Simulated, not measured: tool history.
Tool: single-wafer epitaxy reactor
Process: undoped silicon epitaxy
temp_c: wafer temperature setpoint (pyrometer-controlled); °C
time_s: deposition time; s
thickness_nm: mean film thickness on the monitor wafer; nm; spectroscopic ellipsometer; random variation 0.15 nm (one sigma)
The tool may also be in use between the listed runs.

run 1 hour=0 | temp_c=670 time_s=163 | thickness_nm=47.258
run 2 hour=4.7 | temp_c=680 time_s=163 | thickness_nm=59.144
run 3 hour=7.7 | temp_c=675 time_s=163 | thickness_nm=52.981
run 4 hour=14.9 | temp_c=668 time_s=163 | thickness_nm=45.489
run 5 hour=18.9 | temp_c=668 time_s=173 | thickness_nm=48.615
run 6 hour=24.5 | temp_c=668 time_s=153 | thickness_nm=42.435

The next listed run, before its measurement:
run 7 hour=25.8 | temp_c=665 time_s=153 | thickness_nm=?

{"run 7": {"thickness_nm": 39.434}}
